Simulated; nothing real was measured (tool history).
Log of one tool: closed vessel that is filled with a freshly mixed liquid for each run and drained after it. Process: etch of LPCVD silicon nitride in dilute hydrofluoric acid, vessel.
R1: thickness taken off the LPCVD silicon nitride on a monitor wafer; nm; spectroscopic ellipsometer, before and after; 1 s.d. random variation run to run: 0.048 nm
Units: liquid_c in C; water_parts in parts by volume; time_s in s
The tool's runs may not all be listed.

{"run": 1, "hour": 0.0, "liquid_c": 21.0, "water_parts": 75, "time_s": 525, "R1": 2.1585}
{"run": 2, "hour": 5.9, "liquid_c": 21.0, "water_parts": 75, "time_s": 525, "R1": 2.1053}
{"run": 3, "hour": 15.5, "liquid_c": 23.5, "water_parts": 65, "time_s": 525, "R1": 2.928}
{"run": 4, "hour": 18.7, "liquid_c": 25.0, "water_parts": 60, "time_s": 525, "R1": 3.4988}
{"run": 5, "hour": 25.2, "liquid_c": 25.0, "water_parts": 60, "time_s": 320, "R1": 2.1121}
{"run": 6, "hour": 32.2, "liquid_c": 27.0, "water_parts": 60, "time_s": 320, "R1": 2.3978}
{"run": 7, "hour": 39.0, "liquid_c": 27.0, "water_parts": 45, "time_s": 340, "R1": 3.4276}
{"run": 8, "hour": 45.7, "liquid_c": 27.0, "water_parts": 45, "time_s": 340, "R1": 3.4841}

Expected results for the next run?
{"run": 9, "hour": 49.9, "liquid_c": 27.5, "water_parts": 40, "time_s": 340, "R1": "?"}

Run 9 yielded R1 3.9231 nm.
